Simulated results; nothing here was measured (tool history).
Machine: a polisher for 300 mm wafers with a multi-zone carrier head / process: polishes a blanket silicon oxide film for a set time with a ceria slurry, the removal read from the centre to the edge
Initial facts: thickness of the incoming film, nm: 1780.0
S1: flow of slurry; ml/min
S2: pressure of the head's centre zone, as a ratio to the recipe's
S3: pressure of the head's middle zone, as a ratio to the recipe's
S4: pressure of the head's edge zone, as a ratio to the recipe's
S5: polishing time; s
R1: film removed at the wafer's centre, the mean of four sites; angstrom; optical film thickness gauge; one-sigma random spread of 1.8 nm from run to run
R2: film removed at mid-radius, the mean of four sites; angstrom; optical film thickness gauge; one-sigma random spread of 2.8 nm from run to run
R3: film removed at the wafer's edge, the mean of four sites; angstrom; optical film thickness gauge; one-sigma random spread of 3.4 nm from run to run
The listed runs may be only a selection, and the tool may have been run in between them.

run,day,S1,S2,S3,S4,S5,R1,R2,R3
1,0,135,1,1,1,63,2598.5,2569.3,2540.4
2,0.167,150,1,1,1,63,2692.1,2620.8,2618.4
3,0.233,150,1,1,1,72,3083.2,3037.3,2999.2
4,0.3,150,1,1,0.96,72,3082.3,3029.2,2967.1
5,0.354,175,1,1,0.96,72,3197.7,3107.1,2997.9
6,0.658,175,1,1.08,0.96,72,3166.4,3278.1,2951.2
7,0.796,170,0.98,1.05,0.94,69,2981.6,3099.2,2747.6
8,0.867,160,0.96,1.01,0.94,67,2802.5,2898.4,2744.5

Predict the results of run 9:
9,1.104,150,0.96,1,0.93,65,?,?,?

R1: 2697.5 angstrom
R2: 2718.8 angstrom
R3: 2593.3 angstrom
